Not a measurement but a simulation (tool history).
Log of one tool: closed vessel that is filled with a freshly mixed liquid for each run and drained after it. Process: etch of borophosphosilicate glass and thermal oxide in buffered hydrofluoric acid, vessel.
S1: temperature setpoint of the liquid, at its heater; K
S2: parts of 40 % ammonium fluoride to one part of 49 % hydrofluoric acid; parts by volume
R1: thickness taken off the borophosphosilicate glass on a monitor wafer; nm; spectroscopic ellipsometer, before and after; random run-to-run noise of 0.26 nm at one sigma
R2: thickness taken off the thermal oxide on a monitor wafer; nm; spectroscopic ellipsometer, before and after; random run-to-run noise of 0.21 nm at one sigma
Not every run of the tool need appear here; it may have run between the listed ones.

Run 1, day 0: S1 298.15 K, S2 13 parts by volume, time in the liquid (s) 60. Result: R1 51.849 nm, R2 58.891 nm.
Run 2, day 0.075: S1 296.15 K, S2 13 parts by volume, time in the liquid (s) 60. Result: R1 47.198 nm, R2 52.654 nm.
Run 3, day 0.208: S1 295.15 K, S2 13 parts by volume, time in the liquid (s) 60. Result: R1 44.143 nm, R2 49.844 nm.
Run 4, day 0.558: S1 292.65 K, S2 13 parts by volume, time in the liquid (s) 60. Result: R1 38.584 nm, R2 43.265 nm.
Run 5, day 0.704: S1 292.15 K, S2 13 parts by volume, time in the liquid (s) 60. Result: R1 37.573 nm, R2 42.151 nm.
Run 6, day 0.788: S1 292.15 K, S2 15 parts by volume, time in the liquid (s) 60. Result: R1 33.004 nm, R2 36.633 nm.
Run 7, day 0.829: S1 292.65 K, S2 15 parts by volume, time in the liquid (s) 60. Result: R1 34.002 nm, R2 37.497 nm.

Run 8, settings as shown, results not yet in. Your forecast:
Run 8, day 1.121: S1 294.65 K, S2 15 parts by volume, time in the liquid (s) 60. Result: R1 ?, R2 ?.

R1: 37.89 nm
R2: 42.036 nm
